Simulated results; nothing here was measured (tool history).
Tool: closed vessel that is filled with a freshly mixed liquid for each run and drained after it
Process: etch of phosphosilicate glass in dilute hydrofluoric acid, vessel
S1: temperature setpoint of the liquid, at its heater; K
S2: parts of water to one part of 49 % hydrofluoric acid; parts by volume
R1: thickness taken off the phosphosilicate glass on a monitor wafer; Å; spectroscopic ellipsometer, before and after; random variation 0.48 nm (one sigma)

run 1 day=0.000 | S1=298.15 S2=60 time_in_the_liquid_(s)=30 | R1=357.82
run 2 day=0.167 | S1=299.15 S2=60 time_in_the_liquid_(s)=30 | R1=367.59
run 3 day=0.321 | S1=302.15 S2=60 time_in_the_liquid_(s)=30 | R1=419.02
run 4 day=0.404 | S1=302.15 S2=70 time_in_the_liquid_(s)=30 | R1=352.38
run 5 day=0.696 | S1=302.15 S2=70 time_in_the_liquid_(s)=30 | R1=356.15
run 6 day=1.079 | S1=302.65 S2=65 time_in_the_liquid_(s)=30 | R1=393.42

Forecast run 7:
run 7 day=1.288 | S1=303.15 S2=65 time_in_the_liquid_(s)=30 | R1=?

Run 7 gave R1 400.40 Å.

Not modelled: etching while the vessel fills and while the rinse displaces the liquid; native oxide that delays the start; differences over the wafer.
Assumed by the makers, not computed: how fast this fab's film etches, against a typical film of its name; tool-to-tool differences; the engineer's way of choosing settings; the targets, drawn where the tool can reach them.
